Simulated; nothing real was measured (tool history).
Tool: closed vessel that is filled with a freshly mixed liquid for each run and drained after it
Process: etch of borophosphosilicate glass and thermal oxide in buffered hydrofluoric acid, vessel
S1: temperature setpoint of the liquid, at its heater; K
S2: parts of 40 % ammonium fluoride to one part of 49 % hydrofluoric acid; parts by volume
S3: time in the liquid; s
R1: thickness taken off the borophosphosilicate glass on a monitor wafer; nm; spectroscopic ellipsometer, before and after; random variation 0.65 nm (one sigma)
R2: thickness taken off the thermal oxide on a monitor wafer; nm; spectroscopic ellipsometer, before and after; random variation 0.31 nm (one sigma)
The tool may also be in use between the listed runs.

run,day,S1,S2,S3,R1,R2
1,0.000,295.15,12,60,54.671,50.881
2,0.233,296.15,12,60,57.853,53.342
3,0.450,296.65,12,60,58.615,55.136
4,0.683,296.65,12,75,74.769,68.998
5,0.929,296.65,12,95,93.743,87.529
6,1.125,295.15,12,95,87.575,80.422
7,1.200,294.15,12,95,82.610,76.476
8,1.279,293.15,12,95,77.358,72.232
9,1.642,292.65,12,95,75.613,69.730
10,1.712,292.15,12,95,72.792,67.981

Forecast run 11:
11,1.946,292.15,12,95,?,?

Run 11 gave R1 73.625 nm, R2 68.526 nm.
